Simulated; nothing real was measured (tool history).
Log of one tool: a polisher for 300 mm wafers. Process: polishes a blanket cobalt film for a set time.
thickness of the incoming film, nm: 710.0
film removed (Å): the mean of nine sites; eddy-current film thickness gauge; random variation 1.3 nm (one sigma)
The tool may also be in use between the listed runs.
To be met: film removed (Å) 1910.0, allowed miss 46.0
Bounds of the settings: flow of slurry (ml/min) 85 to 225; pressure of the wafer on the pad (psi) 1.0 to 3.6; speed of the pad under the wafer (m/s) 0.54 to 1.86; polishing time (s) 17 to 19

run,day,flow of slurry (ml/min),pressure of the wafer on the pad (psi),speed of the pad under the wafer (m/s),polishing time (s),film removed (Å)
1,0.000,145,2.3,1.18,19,1537.9
2,0.275,145,2.3,1.04,19,1406.9
3,0.417,145,1.7,1.04,19,1051.8
4,0.492,145,2.0,1.04,19,1227.6
5,0.621,155,2.2,1.04,19,1352.3
6,0.758,165,2.3,1.04,19,1449.7
7,1.058,175,2.4,1.04,19,1510.3
8,1.333,180,2.5,1.04,19,1598.7

4 next moves are on the table. One of them brings every result within its allowed miss. Which?
A,1.608,190,2.9,1.08,19,?
B,1.608,180,2.6,0.88,17,?
C,1.608,145,2.8,0.92,17,?
D,1.608,175,2.4,0.94,19,?

move,film removed (Å)
A,1898.3
B,1297.7
C,1388.2
D,1402.8
A: meets every target
B: further off than the last run
C: further off than the last run
D: further off than the last run
Move A is the one to make.
